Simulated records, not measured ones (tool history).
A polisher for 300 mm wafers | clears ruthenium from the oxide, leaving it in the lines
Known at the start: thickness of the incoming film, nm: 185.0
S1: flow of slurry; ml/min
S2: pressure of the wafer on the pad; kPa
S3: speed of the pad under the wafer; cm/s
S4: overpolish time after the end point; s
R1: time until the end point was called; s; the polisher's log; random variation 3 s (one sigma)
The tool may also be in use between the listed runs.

| run | hour | S1 | S2 | S3 | S4 | R1 |
|---|---|---|---|---|---|---|
| 1 | 0 | 130 | 13.8 | 106 | 13 | 151.81 |
| 2 | 0.8 | 125 | 11.7 | 102 | 13 | 177.74 |
| 3 | 9.2 | 125 | 11.7 | 86 | 13 | 208.23 |
| 4 | 10.5 | 120 | 10.3 | 84 | 13 | 236.56 |
| 5 | 15.1 | 120 | 10.3 | 84 | 10 | 236.17 |
| 6 | 21.3 | 120 | 10.3 | 84 | 10 | 238.9 |
| 7 | 29.4 | 115 | 9 | 84 | 10 | 271.63 |
| 8 | 31.1 | 95 | 6.9 | 84 | 10 | 335.14 |

Run 9 comes next. What will it give?
| 9 | 34.4 | 100 | 6.9 | 84 | 10 | ? |

R1: 333.23 s

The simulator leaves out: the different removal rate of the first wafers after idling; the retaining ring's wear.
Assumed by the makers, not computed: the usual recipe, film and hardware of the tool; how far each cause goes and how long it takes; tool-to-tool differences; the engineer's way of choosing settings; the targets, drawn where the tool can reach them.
